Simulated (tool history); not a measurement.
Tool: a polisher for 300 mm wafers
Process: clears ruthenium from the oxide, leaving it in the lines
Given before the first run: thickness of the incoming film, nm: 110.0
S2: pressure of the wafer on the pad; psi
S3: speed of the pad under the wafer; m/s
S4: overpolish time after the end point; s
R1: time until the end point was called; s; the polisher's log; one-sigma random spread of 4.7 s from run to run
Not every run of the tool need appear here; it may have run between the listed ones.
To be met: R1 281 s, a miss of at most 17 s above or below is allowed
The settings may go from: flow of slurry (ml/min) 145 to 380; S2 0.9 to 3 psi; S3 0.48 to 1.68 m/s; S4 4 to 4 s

run 1 hour=0 | flow_of_slurry_(ml/min)=245 S2=1.9 S3=1.08 S4=4 | R1=117.72
run 2 hour=5.6 | flow_of_slurry_(ml/min)=245 S2=1.7 S3=1 S4=4 | R1=141.8
run 3 hour=6.2 | flow_of_slurry_(ml/min)=245 S2=1.5 S3=0.94 S4=4 | R1=165.56
run 4 hour=7.2 | flow_of_slurry_(ml/min)=245 S2=1.4 S3=0.88 S4=4 | R1=193.54
run 5 hour=10.1 | flow_of_slurry_(ml/min)=245 S2=1.4 S3=0.88 S4=4 | R1=192.98
-- hour=15.4 head pressure recalibrated
run 6 hour=15.4 | flow_of_slurry_(ml/min)=245 S2=1.3 S3=0.86 S4=4 | R1=185.98
run 7 hour=24.4 | flow_of_slurry_(ml/min)=245 S2=1.3 S3=0.86 S4=4 | R1=185.49
run 8 hour=31.6 | flow_of_slurry_(ml/min)=245 S2=1.2 S3=0.8 S4=4 | R1=217.39

Next run, 5 choices. One meets every target within its allowed miss, the rest don't. Which?
run A hour=38.8 | flow_of_slurry_(ml/min)=200 S2=0.9 S3=0.7 S4=4 | R1=?
run B hour=38.8 | flow_of_slurry_(ml/min)=275 S2=0.9 S3=0.8 S4=4 | R1=?
run C hour=38.8 | flow_of_slurry_(ml/min)=270 S2=1.1 S3=0.92 S4=4 | R1=?
run D hour=38.8 | flow_of_slurry_(ml/min)=275 S2=1.3 S3=0.64 S4=4 | R1=?
run E hour=38.8 | flow_of_slurry_(ml/min)=275 S2=1.1 S3=0.78 S4=4 | R1=?

move=A R1=325.26
move=B R1=278.43
move=C R1=202.22
move=D R1=244.27
move=E R1=236.68
A: takes the biggest miss from the last run beyond its target
B: each result inside its tolerance
C: further off than the last run
D: closer than the last run, but not yet in spec
E: closer than the last run, but not yet in spec
Correct choice: B, which meets every target

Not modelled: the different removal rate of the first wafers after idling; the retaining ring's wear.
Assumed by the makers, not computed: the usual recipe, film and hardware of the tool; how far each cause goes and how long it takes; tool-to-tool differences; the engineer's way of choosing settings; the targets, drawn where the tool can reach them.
